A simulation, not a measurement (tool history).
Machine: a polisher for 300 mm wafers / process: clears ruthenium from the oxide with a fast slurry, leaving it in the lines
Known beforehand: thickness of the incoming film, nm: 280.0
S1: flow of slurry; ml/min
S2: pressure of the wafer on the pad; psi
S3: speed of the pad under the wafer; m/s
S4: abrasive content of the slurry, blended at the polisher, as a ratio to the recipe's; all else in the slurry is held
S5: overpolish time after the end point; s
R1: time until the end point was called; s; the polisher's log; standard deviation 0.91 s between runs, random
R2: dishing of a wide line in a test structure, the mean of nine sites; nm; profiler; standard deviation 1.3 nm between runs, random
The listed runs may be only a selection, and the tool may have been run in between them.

{"run": 1, "hour": 0.0, "S1": 305, "S2": 1.8, "S3": 1.28, "S4": 1, "S5": 18, "R1": 74.995, "R2": 43.915}
{"run": 2, "hour": 6.4, "S1": 305, "S2": 2, "S3": 1.3, "S4": 1, "S5": 19, "R1": 65.56, "R2": 52.379}
{"run": 3, "hour": 11.5, "S1": 305, "S2": 2.1, "S3": 1.3, "S4": 1, "S5": 19, "R1": 63.917, "R2": 53.476}
{"run": 4, "hour": 19.8, "S1": 305, "S2": 2.2, "S3": 1.3, "S4": 1, "S5": 19, "R1": 60.866, "R2": 53.527}
{"run": 5, "hour": 21.0, "S1": 305, "S2": 2.3, "S3": 1.3, "S4": 1, "S5": 19, "R1": 60.525, "R2": 53.752}
{"run": 6, "hour": 27.9, "S1": 305, "S2": 2.3, "S3": 1.16, "S4": 1, "S5": 19, "R1": 65.768, "R2": 49.576}

Run 7 has not been measured yet. What should we expect?
{"run": 7, "hour": 36.7, "S1": 305, "S2": 2.3, "S3": 1.16, "S4": 1, "S5": 19, "R1": "?", "R2": "?"}

{"run 7": {"R1": 66.91, "R2": 49.9}}
